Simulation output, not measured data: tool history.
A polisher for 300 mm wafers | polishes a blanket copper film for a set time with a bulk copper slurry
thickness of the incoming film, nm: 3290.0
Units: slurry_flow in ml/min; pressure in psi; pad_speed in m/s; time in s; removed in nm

Run 1, day 0.000: slurry_flow 190 ml/min, pressure 3.2 psi, pad_speed 0.90 m/s, slurry_solids 1.0, time 22 s. Result: removed 195.58 nm.
Run 2, day 0.342: slurry_flow 190 ml/min, pressure 3.2 psi, pad_speed 0.90 m/s, slurry_solids 1.0, time 20 s. Result: removed 180.21 nm.
Run 3, day 0.596: slurry_flow 215 ml/min, pressure 3.2 psi, pad_speed 0.90 m/s, slurry_solids 1.0, time 20 s. Result: removed 180.17 nm.
Run 4, day 0.771: slurry_flow 215 ml/min, pressure 2.8 psi, pad_speed 0.90 m/s, slurry_solids 1.0, time 20 s. Result: removed 158.72 nm.
Run 5, day 0.846: slurry_flow 235 ml/min, pressure 2.8 psi, pad_speed 0.90 m/s, slurry_solids 1.0, time 20 s. Result: removed 162.35 nm.
Run 6, day 1.021: slurry_flow 275 ml/min, pressure 2.8 psi, pad_speed 0.90 m/s, slurry_solids 1.0, time 20 s. Result: removed 163.43 nm.
Run 7, day 1.225: slurry_flow 275 ml/min, pressure 2.5 psi, pad_speed 0.90 m/s, slurry_solids 1.0, time 20 s. Result: removed 146.93 nm.
Run 8, day 1.400: slurry_flow 275 ml/min, pressure 2.3 psi, pad_speed 0.90 m/s, slurry_solids 1.0, time 20 s. Result: removed 135.54 nm.
Run 9, day 1.533: slurry_flow 275 ml/min, pressure 2.2 psi, pad_speed 0.90 m/s, slurry_solids 1.0, time 20 s. Result: removed 128.99 nm.
Run 10, day 1.583: slurry_flow 270 ml/min, pressure 2.1 psi, pad_speed 0.90 m/s, slurry_solids 1.0, time 20 s. Result: removed 123.41 nm.
Run 11, day 1.638: slurry_flow 265 ml/min, pressure 2.1 psi, pad_speed 0.90 m/s, slurry_solids 1.0, time 20 s. Result: removed 123.25 nm.

Run 12 comes next. What will it give?
Run 12, day 1.725: slurry_flow 260 ml/min, pressure 2.1 psi, pad_speed 0.90 m/s, slurry_solids 1.0, time 20 s. Result: removed ?.

Run 12 gave removed 123.67 nm.
